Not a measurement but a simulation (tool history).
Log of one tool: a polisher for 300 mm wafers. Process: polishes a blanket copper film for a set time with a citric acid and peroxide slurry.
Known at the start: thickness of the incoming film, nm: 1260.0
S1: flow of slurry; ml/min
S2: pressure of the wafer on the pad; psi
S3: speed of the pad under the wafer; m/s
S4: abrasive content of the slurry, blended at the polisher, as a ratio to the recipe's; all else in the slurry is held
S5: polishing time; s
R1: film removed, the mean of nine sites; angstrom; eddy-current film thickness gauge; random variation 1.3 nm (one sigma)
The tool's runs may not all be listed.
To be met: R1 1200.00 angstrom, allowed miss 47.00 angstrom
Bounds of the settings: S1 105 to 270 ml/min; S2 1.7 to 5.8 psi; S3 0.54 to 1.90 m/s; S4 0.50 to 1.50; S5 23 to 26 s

run  hour   S1   S2    S3    S4  S5       R1
  1   0.0  175  3.7  1.22  1.00  26   751.02
  2   6.3  175  3.9  1.22  1.00  26   780.12
  3  15.1  175  4.8  1.22  1.00  26   933.02
  4  17.7  175  4.8  1.22  1.15  26   969.27
  5  24.1  175  4.9  1.22  1.15  26   971.88
  6  30.7  175  4.9  1.22  1.15  23   847.20
  7  35.2  175  5.0  1.24  1.15  23   874.97
  8  40.8  175  5.1  1.26  1.15  23   917.91
  9  46.7  175  5.2  1.28  1.15  23   919.52
 10  55.0  175  5.3  1.32  1.15  23   993.95
 11  57.2  175  5.4  1.34  1.15  23  1015.70
 12  62.8  175  5.5  1.36  1.15  23  1013.60

5 next moves are on the table. One of them brings every result within its allowed miss. Which?
  A  68.4  105  5.8  1.80  1.10  25   ?
  B  68.4  155  5.8  1.42  1.15  25   ?
  C  68.4  175  5.7  1.66  1.00  25   ?
  D  68.4  185  5.4  1.62  1.15  26   ?
  E  68.4  140  5.6  1.70  1.15  26   ?

move       R1
   A  1274.30
   B  1174.60
   C  1303.90
   D  1307.60
   E  1331.20
A: takes the result that was furthest off past its target
B: meets every target
C: takes the result that was furthest off past its target
D: takes the result that was furthest off past its target
E: takes the result that was furthest off past its target
Move B is the one to make.
